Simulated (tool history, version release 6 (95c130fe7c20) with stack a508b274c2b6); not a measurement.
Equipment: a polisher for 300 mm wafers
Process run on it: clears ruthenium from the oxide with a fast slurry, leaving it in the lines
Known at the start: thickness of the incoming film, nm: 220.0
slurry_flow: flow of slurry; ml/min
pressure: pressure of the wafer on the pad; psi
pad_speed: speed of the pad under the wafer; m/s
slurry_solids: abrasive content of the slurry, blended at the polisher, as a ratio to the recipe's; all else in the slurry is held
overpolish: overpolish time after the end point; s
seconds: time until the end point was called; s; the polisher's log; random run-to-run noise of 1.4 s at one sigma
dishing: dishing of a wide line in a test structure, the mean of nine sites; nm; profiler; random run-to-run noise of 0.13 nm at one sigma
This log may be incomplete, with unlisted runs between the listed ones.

{"run": 1, "day": 0.0, "slurry_flow": 210, "pressure": 2.4, "pad_speed": 0.9, "slurry_solids": 1.0, "overpolish": 18, "seconds": 76.856, "dishing": 26.361}
{"run": 2, "day": 0.083, "slurry_flow": 210, "pressure": 2.4, "pad_speed": 0.74, "slurry_solids": 1.0, "overpolish": 18, "seconds": 92.87, "dishing": 23.756}
{"run": 3, "day": 0.275, "slurry_flow": 170, "pressure": 2.4, "pad_speed": 0.74, "slurry_solids": 1.0, "overpolish": 18, "seconds": 95.556, "dishing": 22.756}
{"run": 4, "day": 0.446, "slurry_flow": 160, "pressure": 2.4, "pad_speed": 0.66, "slurry_solids": 1.1, "overpolish": 15, "seconds": 104.48, "dishing": 19.785}
{"run": 5, "day": 0.496, "slurry_flow": 150, "pressure": 2.5, "pad_speed": 0.6, "slurry_solids": 1.2, "overpolish": 12, "seconds": 109.7, "dishing": 16.748}
{"run": 6, "day": 0.604, "slurry_flow": 145, "pressure": 2.7, "pad_speed": 0.54, "slurry_solids": 1.3, "overpolish": 10, "seconds": 112.41, "dishing": 14.067}
{"run": 7, "day": 0.7, "slurry_flow": 140, "pressure": 3.0, "pad_speed": 0.5, "slurry_solids": 1.35, "overpolish": 9, "seconds": 112.59, "dishing": 13.112}
{"run": 8, "day": 0.767, "slurry_flow": 135, "pressure": 3.2, "pad_speed": 0.48, "slurry_solids": 1.4, "overpolish": 8, "seconds": 112.82, "dishing": 12.22}
{"run": 9, "day": 0.792, "slurry_flow": 125, "pressure": 3.7, "pad_speed": 0.44, "slurry_solids": 1.5, "overpolish": 5, "seconds": 110.86, "dishing": 8.3322}
{"run": 10, "day": 1.125, "slurry_flow": 135, "pressure": 3.7, "pad_speed": 0.46, "slurry_solids": 1.5, "overpolish": 5, "seconds": 101.2, "dishing": 8.722}
{"run": 11, "day": 1.442, "slurry_flow": 140, "pressure": 3.7, "pad_speed": 0.46, "slurry_solids": 1.5, "overpolish": 5, "seconds": 99.722, "dishing": 8.7101}
{"run": 12, "day": 1.621, "slurry_flow": 145, "pressure": 3.7, "pad_speed": 0.46, "slurry_solids": 1.5, "overpolish": 5, "seconds": 102.26, "dishing": 8.7405}
{"day": 1.967, "done": "worn pad replaced by a new one"}
{"run": 13, "day": 1.967, "slurry_flow": 145, "pressure": 3.7, "pad_speed": 0.52, "slurry_solids": 1.5, "overpolish": 7, "seconds": 83.052, "dishing": 13.763}

For run 14, what comes out?
{"run": 14, "day": 2.146, "slurry_flow": 160, "pressure": 3.7, "pad_speed": 0.48, "slurry_solids": 1.5, "overpolish": 6, "seconds": "?", "dishing": "?"}

Run 14 gave seconds 86.979 s, dishing 11.5930 nm.
